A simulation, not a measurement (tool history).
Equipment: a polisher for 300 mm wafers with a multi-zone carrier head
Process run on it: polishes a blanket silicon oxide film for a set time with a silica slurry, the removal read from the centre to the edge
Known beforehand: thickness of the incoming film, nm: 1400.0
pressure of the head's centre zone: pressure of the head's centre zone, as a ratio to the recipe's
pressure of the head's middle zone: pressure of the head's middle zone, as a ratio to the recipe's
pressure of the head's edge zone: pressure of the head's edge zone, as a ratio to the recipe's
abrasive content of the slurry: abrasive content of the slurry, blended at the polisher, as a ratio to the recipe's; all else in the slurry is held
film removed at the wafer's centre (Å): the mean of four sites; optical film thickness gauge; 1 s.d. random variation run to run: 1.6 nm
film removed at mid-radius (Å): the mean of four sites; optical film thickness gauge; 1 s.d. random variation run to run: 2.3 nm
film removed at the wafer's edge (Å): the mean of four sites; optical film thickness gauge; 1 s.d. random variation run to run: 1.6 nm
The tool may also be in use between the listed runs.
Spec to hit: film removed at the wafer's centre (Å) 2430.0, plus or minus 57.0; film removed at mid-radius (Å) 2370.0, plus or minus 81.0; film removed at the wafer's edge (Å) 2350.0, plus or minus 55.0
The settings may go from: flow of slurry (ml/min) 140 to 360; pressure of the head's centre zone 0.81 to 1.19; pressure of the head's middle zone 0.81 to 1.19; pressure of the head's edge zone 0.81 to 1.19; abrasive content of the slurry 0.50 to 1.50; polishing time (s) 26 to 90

run	hour	flow of slurry (ml/min)	pressure of the head's centre zone	pressure of the head's middle zone	pressure of the head's edge zone	abrasive content of the slurry	polishing time (s)	film removed at the wafer's centre (Å)	film removed at mid-radius (Å)	film removed at the wafer's edge (Å)
1	0.0	230	1.00	1.00	1.00	1.00	58	2858.4	2763.2	2918.0
2	0.5	225	1.00	1.00	0.97	0.95	58	2792.1	2701.6	2842.0
3	4.1	195	1.00	1.00	0.97	0.95	58	2742.0	2640.4	2786.1
4	7.4	195	1.00	1.00	1.02	0.95	58	2712.4	2681.0	2789.4
5	8.6	195	0.91	1.00	1.02	0.95	58	2493.4	2647.5	2840.0
6	16.6	195	0.84	1.00	1.02	0.95	58	2360.0	2684.3	2874.5
7	20.4	175	0.94	0.97	0.92	0.75	58	2313.6	2351.6	2494.1
8	23.1	175	0.95	0.98	0.91	0.75	58	2343.7	2366.2	2480.4
9	24.7	175	0.96	0.99	0.90	0.75	58	2362.1	2347.5	2468.3
10	25.6	175	0.97	1.00	0.89	0.75	58	2409.4	2371.7	2448.5
11	27.8	175	0.97	1.01	0.88	0.75	58	2426.4	2449.6	2462.4
# hour 35.7: slurry nozzle cleaned
12	35.7	170	0.98	1.01	0.87	0.75	58	2650.5	2596.1	2549.5
13	43.3	165	0.98	1.01	0.87	0.75	58	2668.0	2580.6	2571.7
14	43.9	175	0.98	1.01	0.87	0.75	58	2673.4	2640.5	2580.4

Exactly one of the 4 candidate moves below puts every result within its allowed miss. Which one?
A	44.5	170	1.00	1.02	0.92	0.60	56	?	?	?
B	44.5	185	0.98	0.86	0.88	0.75	56	?	?	?
C	44.5	185	0.84	1.00	0.93	0.80	61	?	?	?
D	44.5	205	0.91	1.02	0.83	0.80	54	?	?	?

move	film removed at the wafer's centre (Å)	film removed at mid-radius (Å)	film removed at the wafer's edge (Å)
A	2428.9	2329.8	2352.4
B	2589.9	2295.6	2505.5
C	2524.1	2779.8	2841.5
D	2425.8	2519.2	2432.1
A: meets every target
B: better than the last run, though not everything is in spec
C: its largest miss is bigger than the last run's
D: puts the biggest miss on target and leaves a different result outside tolerance
Answer: A
